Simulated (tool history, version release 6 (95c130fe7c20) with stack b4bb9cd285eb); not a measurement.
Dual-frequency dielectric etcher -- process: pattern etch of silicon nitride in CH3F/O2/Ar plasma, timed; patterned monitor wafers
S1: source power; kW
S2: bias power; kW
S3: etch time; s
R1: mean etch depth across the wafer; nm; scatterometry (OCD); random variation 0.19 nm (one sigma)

{"run": 1, "hour": 0.0, "S1": 0.34, "S2": 0.095, "S3": 78, "R1": 57.811}
{"run": 2, "hour": 7.0, "S1": 0.3, "S2": 0.095, "S3": 78, "R1": 55.262}
{"run": 3, "hour": 11.0, "S1": 0.34, "S2": 0.095, "S3": 78, "R1": 57.744}
{"run": 4, "hour": 13.9, "S1": 0.34, "S2": 0.095, "S3": 81, "R1": 60.571}
{"run": 5, "hour": 15.8, "S1": 0.34, "S2": 0.095, "S3": 78, "R1": 57.906}
{"run": 6, "hour": 17.5, "S1": 0.36, "S2": 0.095, "S3": 78, "R1": 59.47}
{"run": 7, "hour": 25.6, "S1": 0.37, "S2": 0.095, "S3": 78, "R1": 59.908}
{"run": 8, "hour": 34.2, "S1": 0.38, "S2": 0.095, "S3": 78, "R1": 60.169}

Estimate the outcome of run 9 from the log above:
{"run": 9, "hour": 42.4, "S1": 0.39, "S2": 0.095, "S3": 78, "R1": "?"}

R1: 61.038 nm

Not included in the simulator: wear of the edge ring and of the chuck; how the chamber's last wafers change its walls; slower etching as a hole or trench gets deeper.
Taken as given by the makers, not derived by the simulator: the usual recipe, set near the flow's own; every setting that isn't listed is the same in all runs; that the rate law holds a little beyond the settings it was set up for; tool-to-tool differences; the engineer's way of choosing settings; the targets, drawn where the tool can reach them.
